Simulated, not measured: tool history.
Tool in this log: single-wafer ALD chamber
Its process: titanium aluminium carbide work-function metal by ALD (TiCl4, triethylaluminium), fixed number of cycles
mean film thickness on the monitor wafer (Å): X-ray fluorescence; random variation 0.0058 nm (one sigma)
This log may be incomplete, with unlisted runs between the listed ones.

| run | day | heater temperature setpoint (deg C) | triethylaluminium pulse time (s) | mean film thickness on the monitor wafer (Å) |
|---|---|---|---|---|
| 1 | 0 | 295 | 7.59 | 19.181 |
| 2 | 0.154 | 292 | 7.49 | 18.883 |
| 3 | 0.262 | 290 | 7.41 | 18.556 |
| 4 | 0.488 | 295 | 7.41 | 19.072 |
| 5 | 0.808 | 292 | 7.34 | 18.837 |
| 6 | 1.025 | 290 | 7.27 | 18.66 |
| 7 | 1.329 | 290 | 7.27 | 18.604 |
| 8 | 1.654 | 288 | 7.22 | 18.351 |

Forecast run 9:
| 9 | 1.808 | 288 | 7.22 | ? |

Run 9 came out at mean film thickness on the monitor wafer (Å) 18.415.

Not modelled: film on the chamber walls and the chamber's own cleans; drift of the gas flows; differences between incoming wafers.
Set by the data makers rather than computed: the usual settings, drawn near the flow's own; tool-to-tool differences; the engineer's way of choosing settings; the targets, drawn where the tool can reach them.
